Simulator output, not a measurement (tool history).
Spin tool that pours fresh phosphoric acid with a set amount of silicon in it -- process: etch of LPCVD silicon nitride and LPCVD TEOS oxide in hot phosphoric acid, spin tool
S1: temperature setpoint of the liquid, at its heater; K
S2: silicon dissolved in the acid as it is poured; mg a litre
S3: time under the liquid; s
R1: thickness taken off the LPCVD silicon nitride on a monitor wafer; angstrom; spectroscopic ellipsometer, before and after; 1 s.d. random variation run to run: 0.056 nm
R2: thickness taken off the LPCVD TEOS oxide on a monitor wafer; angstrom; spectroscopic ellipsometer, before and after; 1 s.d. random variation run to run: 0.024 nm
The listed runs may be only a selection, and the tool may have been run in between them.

| run | hour | S1 | S2 | S3 | R1 | R2 |
|---|---|---|---|---|---|---|
| 1 | 0 | 432.15 | 11 | 180 | 157.2 | 4.6907 |
| 2 | 1.6 | 432.15 | 11 | 150 | 130.01 | 4.1992 |
| 3 | 5.9 | 431.65 | 11 | 140 | 120.18 | 3.4637 |
| 4 | 7.3 | 431.65 | 9.5 | 130 | 112.12 | 3.6717 |
| 5 | 12.6 | 429.65 | 9.5 | 130 | 103.46 | 2.6258 |
|  | 19.1 | thermometer replaced |
| 6 | 19.1 | 429.65 | 8.5 | 125 | 94.912 | 2.283 |
| 7 | 25.5 | 429.65 | 7 | 120 | 91.926 | 2.2764 |
| 8 | 30 | 430.15 | 5.5 | 120 | 92.878 | 2.8274 |
| 9 | 30.7 | 430.15 | 5 | 120 | 92.486 | 2.5228 |
| 10 | 33.2 | 430.15 | 4 | 120 | 94.299 | 2.9685 |
| 11 | 41.4 | 430.15 | 3.5 | 120 | 92.63 | 2.5161 |

Estimate the outcome of run 12 from the log above:
| 12 | 48.2 | 430.15 | 3 | 115 | ? | ? |

Run 12 yielded R1 89.403 angstrom, R2 2.791 angstrom.
